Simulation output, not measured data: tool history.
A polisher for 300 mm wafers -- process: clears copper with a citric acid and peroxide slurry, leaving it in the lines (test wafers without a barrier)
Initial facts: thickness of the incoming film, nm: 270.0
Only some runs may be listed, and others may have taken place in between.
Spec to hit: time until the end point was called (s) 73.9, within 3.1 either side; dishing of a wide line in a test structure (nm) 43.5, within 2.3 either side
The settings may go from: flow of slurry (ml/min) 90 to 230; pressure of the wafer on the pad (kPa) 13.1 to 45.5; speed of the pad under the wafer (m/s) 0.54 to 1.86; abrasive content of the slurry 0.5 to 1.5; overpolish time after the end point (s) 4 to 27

| run | hour | flow of slurry (ml/min) | pressure of the wafer on the pad (kPa) | speed of the pad under the wafer (m/s) | abrasive content of the slurry | overpolish time after the end point (s) | time until the end point was called (s) | dishing of a wide line in a test structure (nm) |
|---|---|---|---|---|---|---|---|---|
| 1 | 0 | 150 | 29 | 1.18 | 1 | 14 | 85.039 | 30.781 |
| 2 | 3 | 150 | 29 | 1.3 | 1 | 14 | 75.592 | 33.992 |
| 3 | 7.7 | 150 | 29 | 1.3 | 1.1 | 14 | 75.193 | 32.747 |
| 4 | 14.3 | 150 | 29 | 1.3 | 1.05 | 15 | 76.858 | 35.122 |
| 5 | 19.9 | 150 | 29 | 1.3 | 1.05 | 9 | 76.72 | 24.171 |
| 6 | 25.5 | 150 | 29 | 1.3 | 0.95 | 9 | 76.584 | 23.533 |
| 7 | 29.3 | 150 | 29 | 1.3 | 0.95 | 11 | 75.844 | 27.22 |
| 8 | 35.4 | 135 | 29.6 | 1.3 | 0.95 | 17 | 75.296 | 38.656 |
| 9 | 38.7 | 140 | 29.6 | 1.3 | 0.95 | 17 | 75.77 | 37.594 |
| 10 | 46.8 | 145 | 29.6 | 1.3 | 0.95 | 17 | 75.478 | 38.193 |
| 11 | 53.3 | 150 | 29.6 | 1.3 | 1 | 18 | 74.479 | 40.32 |

Exactly one of the 5 candidate moves below puts every result within its allowed miss. Which one?
| A | 59.8 | 150 | 27.6 | 1.38 | 1.25 | 16 | ? | ? |
| B | 59.8 | 150 | 30.3 | 1.18 | 1.05 | 21 | ? | ? |
| C | 59.8 | 160 | 33.8 | 1.22 | 0.75 | 20 | ? | ? |
| D | 59.8 | 180 | 24.8 | 1.44 | 1.35 | 14 | ? | ? |
| E | 59.8 | 170 | 37.2 | 1.04 | 0.9 | 15 | ? | ? |

| move | time until the end point was called (s) | dishing of a wide line in a test structure (nm) |
|---|---|---|
| A | 70.911 | 37.865 |
| B | 78.035 | 42.746 |
| C | 71.892 | 43.828 |
| D | 71.894 | 33.997 |
| E | 72.945 | 35.825 |
A: further off than the last run
B: gets the furthest-off result to its target, but another result is out of tolerance
C: meets every target
D: further off than the last run
E: further off than the last run
Go with C: it meets all targets.
